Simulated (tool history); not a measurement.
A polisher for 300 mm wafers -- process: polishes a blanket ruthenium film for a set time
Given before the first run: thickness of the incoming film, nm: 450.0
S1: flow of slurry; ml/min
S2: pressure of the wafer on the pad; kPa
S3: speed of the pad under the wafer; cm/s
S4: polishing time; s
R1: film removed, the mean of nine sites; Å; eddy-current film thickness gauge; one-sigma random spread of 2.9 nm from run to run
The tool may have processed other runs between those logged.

run 1 day=0 | S1=170 S2=15.2 S3=98 S4=112 | R1=1489.6
run 2 day=0.221 | S1=170 S2=15.2 S3=98 S4=117 | R1=1597.5
run 3 day=0.271 | S1=155 S2=15.2 S3=98 S4=117 | R1=1590.8
run 4 day=0.646 | S1=155 S2=15.2 S3=98 S4=117 | R1=1572.9
run 5 day=0.762 | S1=155 S2=15.2 S3=98 S4=112 | R1=1482
run 6 day=1.042 | S1=155 S2=15.9 S3=98 S4=112 | R1=1576.4

Expected results for the next run?
run 7 day=1.35 | S1=155 S2=16.5 S3=98 S4=112 | R1=?

{"run 7": {"R1": 1630.4}}
